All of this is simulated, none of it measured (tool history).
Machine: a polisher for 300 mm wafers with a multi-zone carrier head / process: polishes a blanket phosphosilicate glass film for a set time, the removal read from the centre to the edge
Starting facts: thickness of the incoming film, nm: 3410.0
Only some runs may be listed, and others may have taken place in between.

run	day	flow of slurry (ml/min)	pressure of the head's centre zone	pressure of the head's middle zone	pressure of the head's edge zone	abrasive content of the slurry	polishing time (s)	film removed at the wafer's centre (nm)	film removed at mid-radius (nm)	film removed at the wafer's edge (nm)
1	0.000	155	1.00	1.00	1.00	1.00	69	421.18	414.38	411.05
2	0.362	165	1.03	1.03	1.01	1.05	69	450.31	433.48	419.74
3	0.583	165	1.03	1.07	1.01	1.05	69	443.69	441.15	419.36
4	0.675	165	1.03	1.07	1.05	1.05	69	438.17	442.31	423.68
5	0.871	165	1.03	1.03	1.05	1.05	69	444.33	429.40	432.90
6	1.146	175	1.04	1.05	1.04	1.15	70	469.99	453.85	451.18
7	1.446	180	1.06	1.07	1.02	1.20	72	519.90	481.32	464.33
8	1.679	185	1.06	1.09	1.02	1.25	73	516.44	505.86	480.04

Forecast run 9:
9	1.712	190	1.08	1.11	1.01	1.30	74	?	?	?

Run 9 produced film removed at the wafer's centre (nm) 544.84, film removed at mid-radius (nm) 520.71, film removed at the wafer's edge (nm) 491.63.

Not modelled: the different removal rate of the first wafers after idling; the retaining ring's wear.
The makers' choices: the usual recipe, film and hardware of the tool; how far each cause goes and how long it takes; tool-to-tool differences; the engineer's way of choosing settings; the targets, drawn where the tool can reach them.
